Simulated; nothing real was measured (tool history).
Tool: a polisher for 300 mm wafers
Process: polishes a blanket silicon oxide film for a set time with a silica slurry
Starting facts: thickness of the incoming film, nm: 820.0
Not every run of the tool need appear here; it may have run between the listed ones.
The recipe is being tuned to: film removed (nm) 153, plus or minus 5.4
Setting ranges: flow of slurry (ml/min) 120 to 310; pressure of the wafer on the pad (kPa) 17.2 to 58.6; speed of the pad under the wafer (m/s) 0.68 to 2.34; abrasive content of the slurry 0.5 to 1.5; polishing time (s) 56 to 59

run,hour,flow of slurry (ml/min),pressure of the wafer on the pad (kPa),speed of the pad under the wafer (m/s),abrasive content of the slurry,polishing time (s),film removed (nm)
1,0,200,37.9,1.5,1,56,318.66
2,0.8,200,29,1.5,1,56,272.25
3,2.5,200,29,1.5,1,56,274.14
4,5.4,200,26.9,1.38,1,56,244.79
5,12.6,245,26.9,1.38,1,56,250.59
6,19.5,245,26.9,1.38,0.8,56,221.52
7,20.9,245,24.8,1.32,0.8,56,201.77
8,25.4,245,23.4,1.28,0.8,56,192.42

Below are 4 possible settings for the next run. Only one of them brings all results inside the allowed miss of their targets. Which is it?
A,29.9,300,17.2,1,0.8,56,?
B,29.9,255,20.7,1.08,0.7,56,?
C,29.9,260,24.8,0.98,0.75,56,?
D,29.9,230,18.6,1.06,0.75,56,?

move,film removed (nm)
A,137.13
B,141.86
C,151.69
D,138.5
A: takes the result that was furthest off past its target
B: takes the result that was furthest off past its target
C: every result lands within tolerance
D: takes the result that was furthest off past its target
C meets every target.
